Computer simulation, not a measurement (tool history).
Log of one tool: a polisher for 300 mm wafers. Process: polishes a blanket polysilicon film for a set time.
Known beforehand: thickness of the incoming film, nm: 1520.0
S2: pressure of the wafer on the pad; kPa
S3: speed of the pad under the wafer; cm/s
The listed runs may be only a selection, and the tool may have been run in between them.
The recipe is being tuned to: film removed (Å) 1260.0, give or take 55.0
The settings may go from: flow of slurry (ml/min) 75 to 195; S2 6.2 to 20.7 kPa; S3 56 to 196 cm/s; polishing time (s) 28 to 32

run 1 day=0.000 | flow_of_slurry_(ml/min)=125 S2=13.1 S3=126 polishing_time_(s)=32 | film_removed_(Å)=2296.0
run 2 day=0.117 | flow_of_slurry_(ml/min)=125 S2=13.1 S3=148 polishing_time_(s)=32 | film_removed_(Å)=2719.8
run 3 day=0.400 | flow_of_slurry_(ml/min)=120 S2=11.7 S3=142 polishing_time_(s)=32 | film_removed_(Å)=2416.1
run 4 day=0.658 | flow_of_slurry_(ml/min)=120 S2=11.7 S3=118 polishing_time_(s)=32 | film_removed_(Å)=2086.8
run 5 day=0.946 | flow_of_slurry_(ml/min)=120 S2=10.3 S3=110 polishing_time_(s)=32 | film_removed_(Å)=1832.3
run 6 day=1.067 | flow_of_slurry_(ml/min)=120 S2=11.7 S3=110 polishing_time_(s)=32 | film_removed_(Å)=1964.2
run 7 day=1.338 | flow_of_slurry_(ml/min)=120 S2=10.3 S3=104 polishing_time_(s)=32 | film_removed_(Å)=1759.1
run 8 day=1.458 | flow_of_slurry_(ml/min)=120 S2=9.7 S3=100 polishing_time_(s)=32 | film_removed_(Å)=1581.1
run 9 day=1.754 | flow_of_slurry_(ml/min)=120 S2=9.0 S3=100 polishing_time_(s)=32 | film_removed_(Å)=1507.4
run 10 day=2.071 | flow_of_slurry_(ml/min)=120 S2=8.3 S3=100 polishing_time_(s)=32 | film_removed_(Å)=1488.9
run 11 day=2.317 | flow_of_slurry_(ml/min)=120 S2=7.6 S3=98 polishing_time_(s)=32 | film_removed_(Å)=1424.5
run 12 day=2.496 | flow_of_slurry_(ml/min)=120 S2=7.6 S3=96 polishing_time_(s)=32 | film_removed_(Å)=1362.2

Below are 4 possible settings for the next run. Only one of them brings all results inside the allowed miss of their targets. Which is it?
run A day=2.675 | flow_of_slurry_(ml/min)=145 S2=11.0 S3=92 polishing_time_(s)=28 | film_removed_(Å)=?
run B day=2.675 | flow_of_slurry_(ml/min)=125 S2=8.3 S3=92 polishing_time_(s)=29 | film_removed_(Å)=?
run C day=2.675 | flow_of_slurry_(ml/min)=115 S2=6.9 S3=102 polishing_time_(s)=32 | film_removed_(Å)=?
run D day=2.675 | flow_of_slurry_(ml/min)=170 S2=10.3 S3=82 polishing_time_(s)=31 | film_removed_(Å)=?

move=A film_removed_(Å)=1419.8
move=B film_removed_(Å)=1237.8
move=C film_removed_(Å)=1359.6
move=D film_removed_(Å)=1399.4
A: misses by more than the last run did
B: all results in spec
C: no better and no worse than the last run
D: misses by more than the last run did
B meets every target.

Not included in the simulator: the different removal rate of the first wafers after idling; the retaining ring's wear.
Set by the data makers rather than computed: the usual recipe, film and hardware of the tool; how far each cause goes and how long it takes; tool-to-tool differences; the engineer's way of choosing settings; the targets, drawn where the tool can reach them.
